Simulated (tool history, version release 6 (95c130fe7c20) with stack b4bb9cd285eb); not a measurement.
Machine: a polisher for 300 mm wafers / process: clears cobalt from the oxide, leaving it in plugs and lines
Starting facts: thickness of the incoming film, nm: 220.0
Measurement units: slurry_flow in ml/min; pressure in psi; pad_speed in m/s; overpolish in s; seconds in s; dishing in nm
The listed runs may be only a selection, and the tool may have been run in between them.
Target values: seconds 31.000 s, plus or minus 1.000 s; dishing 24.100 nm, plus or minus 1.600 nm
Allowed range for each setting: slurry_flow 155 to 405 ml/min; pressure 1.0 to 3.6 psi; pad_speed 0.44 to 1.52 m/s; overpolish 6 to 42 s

run  hour  slurry_flow  pressure  pad_speed  overpolish  seconds  dishing
  1   0.0          260       2.3       0.98          21   38.238   32.903
  2   8.1          200       2.3       0.98          21   40.055   32.871
  3  13.3          225       2.3       0.98          19   39.438   31.874
  4  19.7          235       2.4       0.98          17   38.107   31.680
  5  22.9          185       2.4       0.98          17   38.714   32.690
  6  27.3          215       2.4       0.98          16   37.958   31.211
  7  35.7          240       2.4       0.98          15   37.632   30.964
  8  39.9          310       2.7       0.98           6   34.394   22.548
  9  45.1          300       2.8       0.98           8   33.629   26.270
 10  46.9          310       2.8       0.98           8   33.715   26.294
 11  55.2          310       2.8       0.98           8   33.190   26.457
 12  57.1          320       2.8       0.98           8   33.643   26.378
 13  64.1          325       2.8       1.00           8   33.067   26.382
 14  65.6          335       2.8       1.02           8   32.486   26.370
 15  69.8          345       2.8       1.02           8   31.631   26.963
 16  78.4          330       2.8       1.02           8   32.118   27.330

Pick the move, out of 4, that brings all results within their allowed miss; only one does.
  A  87.0          345       2.7       1.00           8        ?        ?
  B  87.0          300       3.1       0.88          11        ?        ?
  C  87.0          325       2.9       1.06           6        ?        ?
  D  87.0          330       3.1       0.98          10        ?        ?

move  seconds  dishing
   A   33.348   25.915
   B   33.742   28.890
   C   30.539   23.643
   D   30.913   28.805
A: further off than the last run
B: further off than the last run
C: hits every target within its allowed miss
D: further off than the last run
Move C is the one to make.
